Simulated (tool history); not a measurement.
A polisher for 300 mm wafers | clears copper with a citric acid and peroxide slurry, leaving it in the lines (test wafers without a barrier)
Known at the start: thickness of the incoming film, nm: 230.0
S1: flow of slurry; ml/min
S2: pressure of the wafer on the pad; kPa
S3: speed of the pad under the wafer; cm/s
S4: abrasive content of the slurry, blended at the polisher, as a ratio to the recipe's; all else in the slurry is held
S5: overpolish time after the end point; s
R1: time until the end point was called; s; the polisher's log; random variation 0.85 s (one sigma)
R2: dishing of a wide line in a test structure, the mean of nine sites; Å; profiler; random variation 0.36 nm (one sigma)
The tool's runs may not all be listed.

run  hour   S1    S2   S3    S4  S5      R1      R2
  1   0.0  250  24.8  102  1.00  14  78.372  246.60
  2   4.4  250  24.8   88  1.00  14  84.867  228.45
  3  10.9  250  24.1   88  1.00  14  89.646  230.49
  4  16.5  250  24.1   88  1.00  13  89.444  214.55
  5  21.5  250  24.1   88  0.90  13  91.236  205.32
  6  30.6  250  24.1   88  0.90  18  90.555  272.65

Forecast run 7:
  7  35.2  250  24.1  88  0.85  16   ?   ?

R1: 90.244 s
R2: 244.33 Å
